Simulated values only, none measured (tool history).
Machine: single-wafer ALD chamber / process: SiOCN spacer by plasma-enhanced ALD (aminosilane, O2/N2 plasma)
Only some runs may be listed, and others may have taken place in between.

run,hour,heater temperature setpoint (°C),number of ALD cycles (cycles),mean film thickness on the monitor wafer (nm)
1,0,425,38,1.9995
2,0.8,426,37,1.9664
3,4.1,426,35,1.8393
4,5.8,426,37,1.946
5,11.9,427,36,1.89
6,18.9,417,36,1.9414

What does the tool deliver on the next run?
7,25.6,418,35,?

Run 7 measured mean film thickness on the monitor wafer (nm) 1.9019.
